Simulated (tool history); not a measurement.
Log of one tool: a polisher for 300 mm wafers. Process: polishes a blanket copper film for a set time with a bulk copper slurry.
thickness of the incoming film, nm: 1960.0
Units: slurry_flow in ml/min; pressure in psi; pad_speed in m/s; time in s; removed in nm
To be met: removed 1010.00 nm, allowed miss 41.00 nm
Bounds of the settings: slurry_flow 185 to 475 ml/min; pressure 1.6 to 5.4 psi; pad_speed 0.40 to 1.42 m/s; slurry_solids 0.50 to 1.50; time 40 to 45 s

run 1 day=0.000 | slurry_flow=305 pressure=3.5 pad_speed=0.90 slurry_solids=1.00 time=45 | removed=530.98
run 2 day=0.288 | slurry_flow=305 pressure=3.5 pad_speed=0.90 slurry_solids=1.15 time=45 | removed=557.42
run 3 day=0.538 | slurry_flow=305 pressure=3.5 pad_speed=0.90 slurry_solids=1.35 time=45 | removed=555.21
run 4 day=0.838 | slurry_flow=305 pressure=4.0 pad_speed=0.92 slurry_solids=1.35 time=45 | removed=667.00
run 5 day=1.112 | slurry_flow=305 pressure=4.0 pad_speed=0.70 slurry_solids=1.35 time=45 | removed=506.97
run 6 day=1.367 | slurry_flow=305 pressure=4.4 pad_speed=0.76 slurry_solids=1.35 time=45 | removed=608.55
run 7 day=1.467 | slurry_flow=305 pressure=4.7 pad_speed=0.82 slurry_solids=1.35 time=45 | removed=699.13
run 8 day=1.558 | slurry_flow=305 pressure=4.9 pad_speed=0.86 slurry_solids=1.35 time=45 | removed=774.03
run 9 day=1.625 | slurry_flow=305 pressure=5.0 pad_speed=0.90 slurry_solids=1.35 time=45 | removed=795.92
run 10 day=1.788 | slurry_flow=310 pressure=5.4 pad_speed=1.08 slurry_solids=1.40 time=45 | removed=1078.30

4 next moves are on the table. One of them brings every result within its allowed miss. Which?
run A day=1.950 | slurry_flow=345 pressure=5.3 pad_speed=1.22 slurry_solids=1.45 time=43 | removed=?
run B day=1.950 | slurry_flow=305 pressure=5.4 pad_speed=1.08 slurry_solids=1.25 time=44 | removed=?
run C day=1.950 | slurry_flow=305 pressure=5.2 pad_speed=1.24 slurry_solids=1.35 time=45 | removed=?
run D day=1.950 | slurry_flow=275 pressure=5.2 pad_speed=1.20 slurry_solids=1.50 time=45 | removed=?

move=A removed=1125.80
move=B removed=994.13
move=C removed=1142.60
move=D removed=1124.40
A: further off than the last run
B: meets every target
C: further off than the last run
D: further off than the last run
Answer: B

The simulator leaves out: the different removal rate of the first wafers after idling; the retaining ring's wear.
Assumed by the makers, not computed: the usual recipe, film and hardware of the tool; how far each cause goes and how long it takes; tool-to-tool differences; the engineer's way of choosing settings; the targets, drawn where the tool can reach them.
